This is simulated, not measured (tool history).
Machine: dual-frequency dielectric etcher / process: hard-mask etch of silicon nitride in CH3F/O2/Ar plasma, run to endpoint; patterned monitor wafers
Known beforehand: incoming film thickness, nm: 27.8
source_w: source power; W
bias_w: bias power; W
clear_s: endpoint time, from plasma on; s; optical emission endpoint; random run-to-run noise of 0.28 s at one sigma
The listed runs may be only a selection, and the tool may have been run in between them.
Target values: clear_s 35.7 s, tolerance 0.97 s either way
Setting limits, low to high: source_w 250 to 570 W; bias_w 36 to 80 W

Run 1, hour 0: source_w 410 W, bias_w 58 W. Result: clear_s 41.466 s.
Run 2, hour 3.7: source_w 440 W, bias_w 60 W. Result: clear_s 39.679 s.
Run 3, hour 11.9: source_w 440 W, bias_w 53 W. Result: clear_s 41.291 s.
Run 4, hour 12.5: source_w 440 W, bias_w 45 W. Result: clear_s 41.821 s.
Run 5, hour 17.7: source_w 470 W, bias_w 47 W. Result: clear_s 40.251 s.
Run 6, hour 19.2: source_w 440 W, bias_w 47 W. Result: clear_s 42.031 s.
Run 7, hour 21.4: source_w 470 W, bias_w 48 W. Result: clear_s 40.651 s.
Run 8, hour 27.5: source_w 490 W, bias_w 51 W. Result: clear_s 39.058 s.
Run 9, hour 30.8: source_w 510 W, bias_w 52 W. Result: clear_s 38.3 s.
Run 10, hour 36.2: source_w 520 W, bias_w 53 W. Result: clear_s 38.25 s.

Of the 5 settings listed for the next run, only one would bring every result within its allowed miss of target. Which one?
Run A, hour 41.6: source_w 420 W, bias_w 67 W. Result: clear_s ?.
Run B, hour 41.6: source_w 450 W, bias_w 50 W. Result: clear_s ?.
Run C, hour 41.6: source_w 540 W, bias_w 65 W. Result: clear_s ?.
Run D, hour 41.6: source_w 480 W, bias_w 43 W. Result: clear_s ?.
Run E, hour 41.6: source_w 420 W, bias_w 48 W. Result: clear_s ?.

move  clear_s
   A   39.008
   B   40.321
   C   35.346
   D   40.352
   E   41.862
A: its largest miss is bigger than the last run's
B: its largest miss is bigger than the last run's
C: every result lands within tolerance
D: its largest miss is bigger than the last run's
E: its largest miss is bigger than the last run's
Go with C: it meets all targets.
